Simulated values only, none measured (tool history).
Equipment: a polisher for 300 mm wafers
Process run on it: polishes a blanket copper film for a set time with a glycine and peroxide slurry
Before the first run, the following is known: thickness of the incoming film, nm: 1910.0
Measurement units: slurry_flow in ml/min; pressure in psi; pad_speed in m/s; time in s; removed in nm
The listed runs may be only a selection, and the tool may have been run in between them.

run	hour	slurry_flow	pressure	pad_speed	time	removed
1	0.0	185	1.7	1.10	31	109.700
2	2.5	185	1.3	1.10	31	91.852
3	6.4	185	1.6	1.10	31	107.300
4	12.7	185	1.3	1.04	31	90.050
5	16.7	185	1.3	1.18	31	97.738
6	21.6	185	1.1	1.18	31	89.110
7	29.1	185	1.0	1.10	31	81.621
8	34.2	185	0.9	1.02	31	72.451
9	42.3	185	0.9	1.00	31	73.593
10	43.7	185	0.9	0.96	31	70.460

What will run 11 give?
11	45.5	185	0.9	0.94	31	?

{"run 11": {"removed": 70.152}}

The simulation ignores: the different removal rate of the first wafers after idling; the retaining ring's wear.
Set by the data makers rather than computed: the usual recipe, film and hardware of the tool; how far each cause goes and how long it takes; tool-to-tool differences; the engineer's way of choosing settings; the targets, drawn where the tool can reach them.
